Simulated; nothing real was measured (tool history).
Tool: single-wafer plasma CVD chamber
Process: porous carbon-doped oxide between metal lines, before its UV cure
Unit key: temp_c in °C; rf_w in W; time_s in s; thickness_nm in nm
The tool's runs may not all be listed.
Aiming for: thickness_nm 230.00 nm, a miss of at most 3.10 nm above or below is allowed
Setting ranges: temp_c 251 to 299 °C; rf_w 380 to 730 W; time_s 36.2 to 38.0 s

{"run": 1, "day": 0.0, "temp_c": 275, "rf_w": 555, "time_s": 38.0, "thickness_nm": 262.75}
{"run": 2, "day": 0.025, "temp_c": 275, "rf_w": 555, "time_s": 38.0, "thickness_nm": 263.76}
{"run": 3, "day": 0.262, "temp_c": 270, "rf_w": 555, "time_s": 38.0, "thickness_nm": 274.38}
{"run": 4, "day": 0.567, "temp_c": 270, "rf_w": 555, "time_s": 36.2, "thickness_nm": 262.35}
{"run": 5, "day": 0.854, "temp_c": 270, "rf_w": 510, "time_s": 36.2, "thickness_nm": 248.98}
{"run": 6, "day": 0.979, "temp_c": 272, "rf_w": 510, "time_s": 36.2, "thickness_nm": 244.44}
{"run": 7, "day": 1.25, "temp_c": 274, "rf_w": 510, "time_s": 36.2, "thickness_nm": 242.11}
{"run": 8, "day": 1.421, "temp_c": 275, "rf_w": 510, "time_s": 36.2, "thickness_nm": 239.36}
{"run": 9, "day": 1.488, "temp_c": 276, "rf_w": 510, "time_s": 36.2, "thickness_nm": 238.55}
{"run": 10, "day": 1.654, "temp_c": 277, "rf_w": 510, "time_s": 36.2, "thickness_nm": 236.46}
{"run": 11, "day": 1.792, "temp_c": 278, "rf_w": 510, "time_s": 36.2, "thickness_nm": 234.84}

Which one of the following 5 next-run settings gets every result inside its allowed miss? There is exactly one.
{"run": "A", "day": 1.929, "temp_c": 283, "rf_w": 550, "time_s": 36.8, "thickness_nm": "?"}
{"run": "B", "day": 1.929, "temp_c": 277, "rf_w": 440, "time_s": 38.0, "thickness_nm": "?"}
{"run": "C", "day": 1.929, "temp_c": 282, "rf_w": 530, "time_s": 36.8, "thickness_nm": "?"}
{"run": "D", "day": 1.929, "temp_c": 282, "rf_w": 480, "time_s": 36.2, "thickness_nm": "?"}
{"run": "E", "day": 1.929, "temp_c": 277, "rf_w": 460, "time_s": 36.2, "thickness_nm": "?"}

move=A thickness_nm=239.09
move=B thickness_nm=227.93
move=C thickness_nm=235.91
move=D thickness_nm=219.89
move=E thickness_nm=222.73
A: lands further from the targets than the last run did
B: all results land within tolerance of their targets
C: lands further from the targets than the last run did
D: moves the result that the last run missed by most past its target, out the other side
E: moves the result that the last run missed by most past its target, out the other side
Answer: B
